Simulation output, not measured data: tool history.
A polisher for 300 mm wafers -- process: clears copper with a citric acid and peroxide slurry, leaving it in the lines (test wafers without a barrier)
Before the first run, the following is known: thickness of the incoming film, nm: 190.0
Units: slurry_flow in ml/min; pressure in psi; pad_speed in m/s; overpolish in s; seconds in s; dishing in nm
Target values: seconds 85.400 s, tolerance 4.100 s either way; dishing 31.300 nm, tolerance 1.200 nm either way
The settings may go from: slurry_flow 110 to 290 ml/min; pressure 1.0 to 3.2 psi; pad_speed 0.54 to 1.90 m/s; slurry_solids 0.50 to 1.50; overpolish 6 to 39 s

{"run": 1, "hour": 0.0, "slurry_flow": 185, "pressure": 2.1, "pad_speed": 1.22, "slurry_solids": 1.0, "overpolish": 20, "seconds": 119.57, "dishing": 23.204}
{"run": 2, "hour": 0.7, "slurry_flow": 220, "pressure": 2.1, "pad_speed": 1.22, "slurry_solids": 1.0, "overpolish": 20, "seconds": 114.82, "dishing": 23.648}
{"run": 3, "hour": 3.4, "slurry_flow": 220, "pressure": 2.1, "pad_speed": 1.0, "slurry_solids": 1.0, "overpolish": 20, "seconds": 141.43, "dishing": 20.536}
{"run": 4, "hour": 5.3, "slurry_flow": 220, "pressure": 2.3, "pad_speed": 1.0, "slurry_solids": 1.0, "overpolish": 20, "seconds": 136.4, "dishing": 21.471}
{"run": 5, "hour": 7.6, "slurry_flow": 225, "pressure": 2.5, "pad_speed": 1.06, "slurry_solids": 1.0, "overpolish": 20, "seconds": 116.09, "dishing": 23.613}
{"run": 6, "hour": 10.9, "slurry_flow": 225, "pressure": 2.8, "pad_speed": 1.06, "slurry_solids": 1.0, "overpolish": 20, "seconds": 108.31, "dishing": 25.397}
{"run": 7, "hour": 12.4, "slurry_flow": 225, "pressure": 2.9, "pad_speed": 1.08, "slurry_solids": 1.0, "overpolish": 20, "seconds": 102.71, "dishing": 26.528}
{"run": 8, "hour": 13.2, "slurry_flow": 225, "pressure": 3.0, "pad_speed": 1.1, "slurry_solids": 1.0, "overpolish": 20, "seconds": 97.508, "dishing": 27.866}
{"run": 9, "hour": 18.6, "slurry_flow": 225, "pressure": 3.0, "pad_speed": 1.12, "slurry_solids": 1.0, "overpolish": 20, "seconds": 95.642, "dishing": 27.832}
{"run": 10, "hour": 19.4, "slurry_flow": 225, "pressure": 3.0, "pad_speed": 1.14, "slurry_solids": 1.0, "overpolish": 20, "seconds": 93.82, "dishing": 28.188}

5 candidate next runs follow, results not yet known. Just one meets every target within its allowed miss. Identify it.
{"run": "A", "hour": 20.2, "slurry_flow": 195, "pressure": 3.0, "pad_speed": 1.24, "slurry_solids": 1.15, "overpolish": 22, "seconds": "?", "dishing": "?"}
{"run": "B", "hour": 20.2, "slurry_flow": 230, "pressure": 2.9, "pad_speed": 1.34, "slurry_solids": 0.7, "overpolish": 16, "seconds": "?", "dishing": "?"}
{"run": "C", "hour": 20.2, "slurry_flow": 210, "pressure": 2.6, "pad_speed": 1.24, "slurry_solids": 0.8, "overpolish": 21, "seconds": "?", "dishing": "?"}
{"run": "D", "hour": 20.2, "slurry_flow": 265, "pressure": 2.7, "pad_speed": 1.16, "slurry_solids": 0.9, "overpolish": 29, "seconds": "?", "dishing": "?"}
{"run": "E", "hour": 20.2, "slurry_flow": 225, "pressure": 3.0, "pad_speed": 1.18, "slurry_solids": 1.15, "overpolish": 19, "seconds": "?", "dishing": "?"}

move=A seconds=87.223 dishing=32.488
move=B seconds=89.608 dishing=25.504
move=C seconds=103.800 dishing=27.815
move=D seconds=102.260 dishing=34.819
move=E seconds=89.790 dishing=28.868
A: every result within its allowed miss
B: further off than the last run
C: further off than the last run
D: carries the result that was furthest off beyond its target, to the other side
E: nearer than the last run, and not there yet
Move A is the one to make.

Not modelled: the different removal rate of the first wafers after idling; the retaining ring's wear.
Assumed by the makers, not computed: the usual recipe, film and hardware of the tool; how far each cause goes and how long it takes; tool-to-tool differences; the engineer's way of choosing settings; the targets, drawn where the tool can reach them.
